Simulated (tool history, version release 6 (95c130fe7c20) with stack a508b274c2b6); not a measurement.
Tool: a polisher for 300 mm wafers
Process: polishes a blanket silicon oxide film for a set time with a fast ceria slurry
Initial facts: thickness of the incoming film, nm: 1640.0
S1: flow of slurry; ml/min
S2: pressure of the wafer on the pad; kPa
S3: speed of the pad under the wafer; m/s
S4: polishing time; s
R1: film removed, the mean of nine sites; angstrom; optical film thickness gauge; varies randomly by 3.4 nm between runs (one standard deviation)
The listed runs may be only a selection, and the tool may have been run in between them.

run,day,S1,S2,S3,S4,R1
1,0.000,185,16.5,1.22,52,8310.1
2,0.317,185,12.4,1.22,52,6296.5
3,0.512,185,12.4,1.36,52,6890.4
4,0.771,150,12.4,1.36,52,6879.3
5,1.096,150,11.0,1.30,52,5721.5
6,1.317,145,9.7,1.30,52,4993.6
7,1.604,140,9.0,1.30,52,4648.0
8,1.958,120,7.6,1.30,52,3879.3
9,2.162,130,7.6,1.30,52,3854.4

Predict the results of run 10:
10,2.362,130,7.6,1.30,52,?

For run 10 the tool returned R1 3940.0 angstrom.
